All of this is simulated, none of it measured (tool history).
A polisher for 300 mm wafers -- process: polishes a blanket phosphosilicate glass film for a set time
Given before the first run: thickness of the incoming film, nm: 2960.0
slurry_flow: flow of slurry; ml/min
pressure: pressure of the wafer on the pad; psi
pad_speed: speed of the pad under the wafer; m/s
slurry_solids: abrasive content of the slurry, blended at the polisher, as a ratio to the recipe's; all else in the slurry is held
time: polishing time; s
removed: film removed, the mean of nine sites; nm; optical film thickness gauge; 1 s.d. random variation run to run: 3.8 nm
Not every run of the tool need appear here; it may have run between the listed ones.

run  hour  slurry_flow  pressure  pad_speed  slurry_solids  time  removed
  1   0.0          195       3.0       1.24           1.00    52   411.53
  2   7.4          195       3.0       1.24           1.20    52   458.23
  3   9.5          195       3.0       1.24           1.20    48   416.79
  4  14.4          195       3.0       1.24           1.35    48   446.34
  5  20.0          195       2.7       1.22           1.35    48   406.31
  6  23.9          195       2.4       1.20           1.35    48   358.54
  7  24.5          195       2.2       1.20           1.35    48   341.56
  8  32.3          195       1.5       1.16           1.35    48   252.81

Expected results for the next run?
  9  40.3          195       1.6       1.16           1.35    48        ?

removed: 256.98 nm

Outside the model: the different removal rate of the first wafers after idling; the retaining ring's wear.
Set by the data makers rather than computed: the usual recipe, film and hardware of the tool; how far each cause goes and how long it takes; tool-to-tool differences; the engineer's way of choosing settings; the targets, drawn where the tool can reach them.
